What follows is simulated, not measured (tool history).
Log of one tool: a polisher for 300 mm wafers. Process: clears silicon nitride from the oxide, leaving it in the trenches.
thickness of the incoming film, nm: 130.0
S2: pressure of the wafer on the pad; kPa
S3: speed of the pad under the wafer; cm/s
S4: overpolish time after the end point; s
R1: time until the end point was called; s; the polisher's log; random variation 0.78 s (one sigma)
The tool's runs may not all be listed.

Run 1, hour 0.0: flow of slurry (ml/min) 240, S2 20.7 kPa, S3 122 cm/s, S4 12 s. Result: R1 114.220 s.
Run 2, hour 2.7: flow of slurry (ml/min) 240, S2 20.7 kPa, S3 122 cm/s, S4 9 s. Result: R1 113.240 s.
Run 3, hour 5.8: flow of slurry (ml/min) 240, S2 20.7 kPa, S3 122 cm/s, S4 12 s. Result: R1 112.890 s.
Run 4, hour 8.6: flow of slurry (ml/min) 240, S2 22.8 kPa, S3 122 cm/s, S4 12 s. Result: R1 104.390 s.
Run 5, hour 10.1: flow of slurry (ml/min) 240, S2 24.1 kPa, S3 122 cm/s, S4 12 s. Result: R1 101.150 s.
Run 6, hour 15.7: flow of slurry (ml/min) 240, S2 24.1 kPa, S3 122 cm/s, S4 9 s. Result: R1 101.630 s.
Run 7, hour 22.7: flow of slurry (ml/min) 240, S2 24.1 kPa, S3 122 cm/s, S4 9 s. Result: R1 100.360 s.
Run 8, hour 25.1: flow of slurry (ml/min) 240, S2 25.5 kPa, S3 122 cm/s, S4 9 s. Result: R1 96.641 s.
Run 9, hour 32.0: flow of slurry (ml/min) 240, S2 26.9 kPa, S3 122 cm/s, S4 9 s. Result: R1 92.535 s.
Run 10, hour 37.5: flow of slurry (ml/min) 240, S2 28.3 kPa, S3 122 cm/s, S4 9 s. Result: R1 91.439 s.
Run 11, hour 44.9: flow of slurry (ml/min) 240, S2 29.0 kPa, S3 122 cm/s, S4 9 s. Result: R1 87.367 s.
Run 12, hour 46.1: flow of slurry (ml/min) 240, S2 29.6 kPa, S3 122 cm/s, S4 9 s. Result: R1 86.028 s.

Run 13 comes next. What will it give?
Run 13, hour 51.6: flow of slurry (ml/min) 240, S2 30.3 kPa, S3 122 cm/s, S4 9 s. Result: R1 ?.

R1: 85.097 s

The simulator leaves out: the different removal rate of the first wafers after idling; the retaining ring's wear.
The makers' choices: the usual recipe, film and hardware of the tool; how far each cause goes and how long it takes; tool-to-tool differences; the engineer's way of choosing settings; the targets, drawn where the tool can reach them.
